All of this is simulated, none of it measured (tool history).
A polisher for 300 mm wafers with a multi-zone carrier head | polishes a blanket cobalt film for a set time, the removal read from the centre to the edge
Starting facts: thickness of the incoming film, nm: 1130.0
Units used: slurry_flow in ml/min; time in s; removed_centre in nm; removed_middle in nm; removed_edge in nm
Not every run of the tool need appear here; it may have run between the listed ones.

| run | day | slurry_flow | centre_zone | middle_zone | edge_zone | time | removed_centre | removed_middle | removed_edge |
|---|---|---|---|---|---|---|---|---|---|
| 1 | 0.000 | 140 | 1.00 | 1.00 | 1.00 | 64 | 398.65 | 349.62 | 360.96 |
| 2 | 0.138 | 140 | 1.07 | 1.00 | 1.00 | 64 | 425.55 | 355.83 | 368.97 |
| 3 | 0.321 | 135 | 1.03 | 1.00 | 0.99 | 61 | 386.72 | 331.56 | 342.42 |
| 4 | 0.558 | 130 | 1.00 | 1.00 | 0.98 | 58 | 357.05 | 314.60 | 323.66 |
|  | 0.692 | centre zone pressure recalibrated |
| 5 | 0.692 | 130 | 1.00 | 1.00 | 0.91 | 58 | 319.64 | 320.75 | 317.99 |
| 6 | 1.004 | 130 | 1.01 | 0.99 | 0.90 | 55 | 304.57 | 293.55 | 291.20 |
| 7 | 1.258 | 135 | 1.00 | 0.98 | 0.89 | 53 | 294.67 | 292.23 | 287.60 |
| 8 | 1.462 | 135 | 1.00 | 0.97 | 0.88 | 51 | 283.92 | 272.74 | 271.06 |
| 9 | 1.633 | 135 | 0.99 | 0.96 | 0.87 | 50 | 275.02 | 266.71 | 274.06 |
| 10 | 1.925 | 105 | 0.98 | 0.99 | 0.84 | 36 | 183.66 | 185.23 | 182.73 |
| 11 | 2.088 | 115 | 0.98 | 0.99 | 0.84 | 36 | 188.18 | 190.91 | 184.72 |
| 12 | 2.238 | 120 | 0.97 | 0.98 | 0.84 | 36 | 187.02 | 190.32 | 184.38 |
| 13 | 2.283 | 125 | 0.96 | 0.97 | 0.84 | 37 | 192.12 | 197.98 | 194.56 |
| 14 | 2.317 | 130 | 0.96 | 0.96 | 0.84 | 37 | 196.01 | 195.28 | 192.40 |
| 15 | 2.417 | 130 | 0.96 | 0.96 | 0.84 | 38 | 201.33 | 199.86 | 196.57 |

Estimate the outcome of run 16 from the log above:
| 16 | 2.538 | 130 | 0.96 | 0.96 | 0.84 | 39 | ? | ? | ? |

removed_centre: 206.63 nm
removed_middle: 204.66 nm
removed_edge: 204.78 nm
